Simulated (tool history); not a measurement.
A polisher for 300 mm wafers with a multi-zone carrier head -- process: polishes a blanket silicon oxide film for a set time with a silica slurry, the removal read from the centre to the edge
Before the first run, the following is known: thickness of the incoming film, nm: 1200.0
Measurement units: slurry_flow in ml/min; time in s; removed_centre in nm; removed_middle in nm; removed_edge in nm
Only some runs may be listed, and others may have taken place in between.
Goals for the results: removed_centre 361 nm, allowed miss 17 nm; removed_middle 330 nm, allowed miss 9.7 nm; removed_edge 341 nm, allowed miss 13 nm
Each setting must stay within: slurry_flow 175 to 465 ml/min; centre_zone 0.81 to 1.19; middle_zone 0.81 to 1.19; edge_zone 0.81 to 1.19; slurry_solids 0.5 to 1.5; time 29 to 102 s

run 1 day=0 | slurry_flow=295 centre_zone=1 middle_zone=1 edge_zone=1 slurry_solids=1 time=65 | removed_centre=189.88 removed_middle=217.98 removed_edge=210.28
run 2 day=0.183 | slurry_flow=295 centre_zone=1 middle_zone=1.05 edge_zone=1 slurry_solids=1 time=65 | removed_centre=183.72 removed_middle=222 removed_edge=209.65
run 3 day=0.242 | slurry_flow=310 centre_zone=1.06 middle_zone=1.02 edge_zone=1.03 slurry_solids=1.15 time=69 | removed_centre=227.72 removed_middle=253.61 removed_edge=245.68
run 4 day=0.421 | slurry_flow=325 centre_zone=1.1 middle_zone=0.99 edge_zone=1.04 slurry_solids=1.25 time=72 | removed_centre=259.06 removed_middle=267.82 removed_edge=273.83
run 5 day=0.662 | slurry_flow=325 centre_zone=1.1 middle_zone=0.99 edge_zone=0.98 slurry_solids=1.25 time=72 | removed_centre=263.09 removed_middle=269.9 removed_edge=264.13
run 6 day=0.9 | slurry_flow=335 centre_zone=1.13 middle_zone=0.98 edge_zone=0.99 slurry_solids=1.35 time=74 | removed_centre=289 removed_middle=289.34 removed_edge=286.73
run 7 day=1.138 | slurry_flow=345 centre_zone=1.15 middle_zone=0.97 edge_zone=0.99 slurry_solids=1.4 time=76 | removed_centre=309.13 removed_middle=295.87 removed_edge=294.32
run 8 day=1.504 | slurry_flow=345 centre_zone=1.16 middle_zone=0.97 edge_zone=1.01 slurry_solids=1.45 time=78 | removed_centre=323.71 removed_middle=308.82 removed_edge=312.5
run 9 day=1.621 | slurry_flow=345 centre_zone=1.16 middle_zone=0.97 edge_zone=1.01 slurry_solids=1.45 time=78 | removed_centre=316.46 removed_middle=312.12 removed_edge=311.33
run 10 day=1.783 | slurry_flow=350 centre_zone=1.17 middle_zone=0.95 edge_zone=1.01 slurry_solids=1.45 time=80 | removed_centre=344.92 removed_middle=314.13 removed_edge=324.18
run 11 day=1.812 | slurry_flow=355 centre_zone=1.18 middle_zone=0.95 edge_zone=1.02 slurry_solids=1.45 time=80 | removed_centre=338.23 removed_middle=312.82 removed_edge=319.31
-- day=2.158 centre zone pressure recalibrated
run 12 day=2.158 | slurry_flow=355 centre_zone=1.18 middle_zone=0.95 edge_zone=1.02 slurry_solids=1.45 time=81 | removed_centre=374.58 removed_middle=311.92 removed_edge=319.73

Pick the move, out of 4, that brings all results within their allowed miss; only one does.
run A day=2.504 | slurry_flow=395 centre_zone=1.19 middle_zone=0.98 edge_zone=0.91 slurry_solids=1.4 time=83 | removed_centre=? removed_middle=? removed_edge=?
run B day=2.504 | slurry_flow=310 centre_zone=1.16 middle_zone=1.02 edge_zone=1.16 slurry_solids=1.2 time=87 | removed_centre=? removed_middle=? removed_edge=?
run C day=2.504 | slurry_flow=315 centre_zone=1.05 middle_zone=0.86 edge_zone=1.06 slurry_solids=1.5 time=81 | removed_centre=? removed_middle=? removed_edge=?
run D day=2.504 | slurry_flow=395 centre_zone=1.14 middle_zone=0.85 edge_zone=1.03 slurry_solids=1.5 time=76 | removed_centre=? removed_middle=? removed_edge=?

move=A removed_centre=397.87 removed_middle=332.2 removed_edge=316.06
move=B removed_centre=369.97 removed_middle=327.48 removed_edge=341.49
move=C removed_centre=345.36 removed_middle=296.93 removed_edge=337.5
move=D removed_centre=358.9 removed_middle=280.94 removed_edge=316.52
A: meets the target for the result that was furthest off, but another lies outside its allowed miss
B: hits every target within its allowed miss
C: the biggest miss grows against the last run
D: the biggest miss grows against the last run
Go with B: it meets all targets.

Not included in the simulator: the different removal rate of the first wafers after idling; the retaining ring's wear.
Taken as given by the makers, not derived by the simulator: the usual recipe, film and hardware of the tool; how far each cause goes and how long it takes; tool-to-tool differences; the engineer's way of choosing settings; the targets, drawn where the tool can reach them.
